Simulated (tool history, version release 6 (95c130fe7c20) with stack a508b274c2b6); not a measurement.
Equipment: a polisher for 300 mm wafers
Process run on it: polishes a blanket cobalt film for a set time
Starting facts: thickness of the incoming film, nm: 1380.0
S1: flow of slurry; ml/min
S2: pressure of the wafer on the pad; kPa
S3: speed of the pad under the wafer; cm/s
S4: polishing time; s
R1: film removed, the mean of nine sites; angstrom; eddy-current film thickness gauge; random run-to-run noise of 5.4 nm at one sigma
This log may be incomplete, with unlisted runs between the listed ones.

run,day,S1,S2,S3,S4,R1
1,0,305,16.5,128,73,4686.9
2,0.179,305,13.8,128,73,4211.2
3,0.404,305,15.2,128,73,4459.1
4,0.55,305,13.1,128,73,4089.3
5,0.858,305,14.5,128,73,4251.8
6,1.192,305,13.1,128,73,4091.5
7,1.317,305,15.2,128,73,4473.7
8,1.638,305,16.5,128,73,4696.3
9,1.742,305,16.5,128,73,4691.4

The next listed run, before its measurement:
10,2.096,305,17.9,128,73,?

Run 10 produced R1 4922.5 angstrom.

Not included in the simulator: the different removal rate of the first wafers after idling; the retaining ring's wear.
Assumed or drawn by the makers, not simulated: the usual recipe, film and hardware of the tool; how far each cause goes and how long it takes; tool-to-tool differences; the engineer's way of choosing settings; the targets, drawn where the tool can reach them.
